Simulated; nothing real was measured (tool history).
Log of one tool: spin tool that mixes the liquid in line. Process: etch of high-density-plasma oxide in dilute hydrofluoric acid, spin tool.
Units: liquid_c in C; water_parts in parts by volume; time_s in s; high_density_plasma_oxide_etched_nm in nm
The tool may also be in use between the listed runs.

run,hour,liquid_c,water_parts,time_s,high_density_plasma_oxide_etched_nm
1,0.0,21.0,90,115,6.2837
2,7.5,22.0,90,115,6.4418
3,13.0,22.0,105,115,5.4880
4,16.3,23.5,105,115,5.8663
5,22.1,24.0,100,115,6.3631
6,29.0,24.5,95,115,6.8218
7,29.7,25.0,90,115,7.4031
8,32.7,29.0,65,115,12.3860
9,35.1,28.5,65,115,12.0220

Forecast run 10:
10,42.8,27.5,65,115,?

high_density_plasma_oxide_etched_nm: 11.6590 nm
